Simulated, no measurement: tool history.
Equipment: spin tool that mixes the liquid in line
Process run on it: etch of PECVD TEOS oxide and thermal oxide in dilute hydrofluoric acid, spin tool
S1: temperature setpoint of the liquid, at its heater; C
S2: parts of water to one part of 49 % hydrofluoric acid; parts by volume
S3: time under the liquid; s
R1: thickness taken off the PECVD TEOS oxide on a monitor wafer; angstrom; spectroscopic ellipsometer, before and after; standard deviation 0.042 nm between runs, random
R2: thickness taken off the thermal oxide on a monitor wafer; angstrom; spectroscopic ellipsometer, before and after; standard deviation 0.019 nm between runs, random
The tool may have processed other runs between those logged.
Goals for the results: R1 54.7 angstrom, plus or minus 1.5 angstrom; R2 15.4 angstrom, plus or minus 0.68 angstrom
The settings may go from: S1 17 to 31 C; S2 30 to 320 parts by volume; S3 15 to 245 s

run 1 hour=0 | S1=23 S2=175 S3=125 | R1=99.593 R2=27.843
run 2 hour=6.8 | S1=22 S2=185 S3=125 | R1=90.009 R2=25.556
run 3 hour=10.1 | S1=22 S2=215 S3=125 | R1=75.467 R2=21.507
run 4 hour=12.4 | S1=21 S2=220 S3=125 | R1=69.599 R2=19.77
run 5 hour=13.2 | S1=20 S2=225 S3=125 | R1=66.486 R2=18.437
run 6 hour=20.8 | S1=20 S2=250 S3=125 | R1=56.883 R2=16.434
run 7 hour=24.3 | S1=19.5 S2=250 S3=125 | R1=56.914 R2=15.764
run 8 hour=31.1 | S1=20 S2=255 S3=125 | R1=56.278 R2=15.897

4 next moves are on the table. One of them brings every result within its allowed miss. Which?
run A hour=37.9 | S1=20 S2=290 S3=155 | R1=? R2=?
run B hour=37.9 | S1=22 S2=250 S3=120 | R1=? R2=?
run C hour=37.9 | S1=22.5 S2=275 S3=130 | R1=? R2=?
run D hour=37.9 | S1=19.5 S2=275 S3=135 | R1=? R2=?

move=A R1=60.47 R2=16.985
move=B R1=60.671 R2=17.042
move=C R1=59.388 R2=16.682
move=D R1=55.265 R2=15.523
A: misses by more than the last run did
B: misses by more than the last run did
C: misses by more than the last run did
D: meets every target
Move D is the one to make.
